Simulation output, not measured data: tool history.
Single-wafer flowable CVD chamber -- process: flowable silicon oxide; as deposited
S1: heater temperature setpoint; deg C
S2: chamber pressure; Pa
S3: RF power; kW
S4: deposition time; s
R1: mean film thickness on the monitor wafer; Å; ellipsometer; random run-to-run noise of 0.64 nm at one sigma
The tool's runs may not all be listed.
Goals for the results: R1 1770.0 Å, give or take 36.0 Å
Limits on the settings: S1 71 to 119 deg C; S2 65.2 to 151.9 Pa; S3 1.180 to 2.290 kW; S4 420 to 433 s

| run | hour | S1 | S2 | S3 | S4 | R1 |
|---|---|---|---|---|---|---|
| 1 | 0.0 | 95 | 108.5 | 1.735 | 420 | 3185.6 |
| 2 | 1.3 | 100 | 108.4 | 1.735 | 420 | 2746.3 |
| 3 | 5.8 | 100 | 96.8 | 1.735 | 420 | 2468.4 |
| 4 | 9.6 | 103 | 96.7 | 1.735 | 420 | 2262.7 |
| 5 | 10.5 | 103 | 96.7 | 1.875 | 420 | 2295.2 |
| 6 | 15.4 | 103 | 96.7 | 2.095 | 420 | 2361.3 |
| 7 | 24.2 | 106 | 96.5 | 2.095 | 420 | 2154.6 |
| 8 | 29.0 | 108 | 96.5 | 2.095 | 420 | 2030.6 |
| 9 | 36.0 | 109 | 96.5 | 2.095 | 420 | 1967.4 |
| 10 | 38.1 | 110 | 96.5 | 2.095 | 420 | 1905.5 |
| 11 | 46.3 | 111 | 96.5 | 2.095 | 420 | 1860.5 |

Below are 4 possible settings for the next run. Only one of them brings all results inside the allowed miss of their targets. Which is it?
| A | 54.5 | 109 | 94.4 | 1.970 | 424 | ? |
| B | 54.5 | 114 | 100.1 | 2.165 | 420 | ? |
| C | 54.5 | 117 | 112.4 | 2.175 | 420 | ? |
| D | 54.5 | 112 | 104.5 | 2.290 | 430 | ? |

| move | R1 |
|---|---|
| A | 1910.9 |
| B | 1771.2 |
| C | 1827.0 |
| D | 2016.9 |
A: moves away from the targets compared with the last run
B: all results in spec
C: nearer the targets than the last run, but a result is still out of spec
D: moves away from the targets compared with the last run
Go with B: it meets all targets.
